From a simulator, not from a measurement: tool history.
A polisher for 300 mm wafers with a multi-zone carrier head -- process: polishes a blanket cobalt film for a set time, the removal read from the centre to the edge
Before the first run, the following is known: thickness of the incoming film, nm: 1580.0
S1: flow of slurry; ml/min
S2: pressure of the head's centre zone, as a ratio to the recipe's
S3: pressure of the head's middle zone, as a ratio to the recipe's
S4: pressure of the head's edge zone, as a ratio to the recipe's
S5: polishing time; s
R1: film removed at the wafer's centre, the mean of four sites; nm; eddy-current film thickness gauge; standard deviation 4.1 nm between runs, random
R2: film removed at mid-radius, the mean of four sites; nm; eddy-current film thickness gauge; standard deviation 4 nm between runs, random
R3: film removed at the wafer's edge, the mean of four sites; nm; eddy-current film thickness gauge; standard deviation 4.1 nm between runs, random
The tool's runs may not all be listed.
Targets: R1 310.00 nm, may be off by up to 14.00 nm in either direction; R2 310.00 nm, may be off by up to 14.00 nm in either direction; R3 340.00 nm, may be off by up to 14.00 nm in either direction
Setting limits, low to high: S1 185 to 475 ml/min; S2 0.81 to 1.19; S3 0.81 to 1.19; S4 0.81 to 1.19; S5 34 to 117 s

| run | hour | S1 | S2 | S3 | S4 | S5 | R1 | R2 | R3 |
|---|---|---|---|---|---|---|---|---|---|
| 1 | 0.0 | 305 | 1.00 | 1.00 | 1.00 | 75 | 353.46 | 375.35 | 389.44 |
| 2 | 6.6 | 305 | 1.00 | 0.92 | 1.00 | 75 | 346.25 | 359.19 | 388.10 |
| 3 | 12.9 | 305 | 1.00 | 0.91 | 0.99 | 74 | 336.26 | 347.25 | 378.29 |
| 4 | 18.7 | 305 | 1.00 | 0.91 | 0.99 | 91 | 426.34 | 415.21 | 469.60 |
| 5 | 26.1 | 305 | 1.03 | 0.91 | 0.99 | 91 | 448.11 | 427.87 | 461.46 |
| 6 | 27.8 | 305 | 1.03 | 0.84 | 0.99 | 91 | 432.13 | 396.98 | 455.95 |
| 7 | 29.3 | 305 | 1.02 | 0.84 | 0.98 | 89 | 434.18 | 395.66 | 447.53 |
| 8 | 35.0 | 305 | 1.01 | 0.84 | 0.97 | 86 | 405.61 | 382.29 | 441.99 |
| 9 | 40.5 | 295 | 1.04 | 0.92 | 0.91 | 65 | 307.85 | 304.25 | 315.38 |
|  | 46.5 | centre zone pressure recalibrated |
| 10 | 46.5 | 295 | 1.04 | 0.92 | 0.92 | 65 | 346.89 | 307.78 | 324.97 |
| 11 | 48.5 | 295 | 1.03 | 0.92 | 0.93 | 65 | 339.27 | 297.81 | 330.19 |
| 12 | 52.9 | 295 | 1.03 | 0.92 | 0.93 | 65 | 336.93 | 305.59 | 321.05 |
| 13 | 57.7 | 295 | 1.03 | 0.92 | 0.93 | 65 | 340.01 | 305.06 | 328.74 |
| 14 | 60.5 | 295 | 1.02 | 0.92 | 0.93 | 65 | 344.65 | 307.70 | 325.69 |
| 15 | 65.9 | 295 | 1.02 | 0.92 | 0.93 | 65 | 338.42 | 304.11 | 319.12 |
| 16 | 69.3 | 295 | 1.02 | 0.92 | 0.93 | 65 | 343.07 | 308.63 | 321.31 |
| 17 | 73.9 | 300 | 1.02 | 0.92 | 0.94 | 65 | 345.69 | 302.67 | 322.20 |
| 18 | 79.1 | 290 | 1.02 | 0.92 | 0.95 | 65 | 338.18 | 311.14 | 326.43 |
| 19 | 81.4 | 295 | 1.02 | 0.92 | 0.95 | 65 | 334.68 | 304.90 | 325.73 |
| 20 | 90.3 | 300 | 1.01 | 0.92 | 0.96 | 65 | 335.27 | 306.60 | 327.54 |
| 21 | 98.4 | 300 | 1.00 | 0.92 | 0.97 | 65 | 333.62 | 313.11 | 324.42 |
| 22 | 106.4 | 305 | 1.02 | 0.93 | 0.99 | 64 | 337.85 | 306.82 | 324.46 |
| 23 | 112.3 | 305 | 1.01 | 0.92 | 0.99 | 64 | 337.91 | 294.07 | 331.21 |

Exercise: of the 4 proposed moves below, exactly one satisfies all targets within the stated allowed misses. Which move is it?
| A | 118.2 | 385 | 0.83 | 0.93 | 1.02 | 64 | ? | ? | ? |
| B | 118.2 | 230 | 0.94 | 1.01 | 1.02 | 67 | ? | ? | ? |
| C | 118.2 | 365 | 0.96 | 1.01 | 1.15 | 61 | ? | ? | ? |
| D | 118.2 | 250 | 0.83 | 0.87 | 1.04 | 75 | ? | ? | ? |

| move | R1 | R2 | R3 |
|---|---|---|---|
| A | 282.91 | 311.30 | 341.48 |
| B | 314.35 | 331.29 | 343.21 |
| C | 307.99 | 316.40 | 344.19 |
| D | 316.36 | 331.01 | 391.65 |
A: carries the result that was furthest off beyond its target, to the other side
B: corrects the largest miss of the last run, while another result sits out of spec
C: meets every target
D: corrects the largest miss of the last run, while another result sits out of spec
So the answer is move C, the one that meets all the targets.
